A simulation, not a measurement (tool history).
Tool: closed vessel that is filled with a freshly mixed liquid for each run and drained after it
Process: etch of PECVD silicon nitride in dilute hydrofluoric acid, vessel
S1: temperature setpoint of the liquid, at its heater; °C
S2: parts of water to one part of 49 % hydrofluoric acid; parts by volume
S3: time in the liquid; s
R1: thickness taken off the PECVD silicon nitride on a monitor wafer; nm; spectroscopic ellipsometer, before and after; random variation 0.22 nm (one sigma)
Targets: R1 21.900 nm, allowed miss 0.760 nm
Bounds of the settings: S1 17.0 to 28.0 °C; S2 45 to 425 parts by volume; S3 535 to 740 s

run,hour,S1,S2,S3,R1
1,0.0,20.0,235,740,17.394
2,3.1,20.0,205,740,19.864
3,4.5,20.5,205,740,20.840
4,9.0,20.5,140,740,29.824
5,9.5,19.5,145,740,26.730
6,15.3,19.5,220,740,17.790
# hour 16.2: thermometer replaced
7,16.2,20.5,220,740,16.512
8,24.5,19.5,210,740,16.361
9,25.1,20.0,210,740,16.930
10,29.9,21.5,210,740,18.537
11,34.9,21.5,200,740,19.442
12,36.0,21.5,195,740,20.175
13,43.6,21.5,190,740,20.618
14,52.2,21.5,185,740,20.956

Which of these 5 next moves meets every target?
A,60.8,18.5,165,740,?
B,60.8,22.5,135,535,?
C,60.8,17.5,155,740,?
D,60.8,24.5,225,715,?
E,60.8,22.0,205,740,?

move,R1
A,19.313
B,22.161
C,19.172
D,20.329
E,19.686
A: further off than the last run
B: meets every target
C: further off than the last run
D: further off than the last run
E: further off than the last run
Move B is the one to make.

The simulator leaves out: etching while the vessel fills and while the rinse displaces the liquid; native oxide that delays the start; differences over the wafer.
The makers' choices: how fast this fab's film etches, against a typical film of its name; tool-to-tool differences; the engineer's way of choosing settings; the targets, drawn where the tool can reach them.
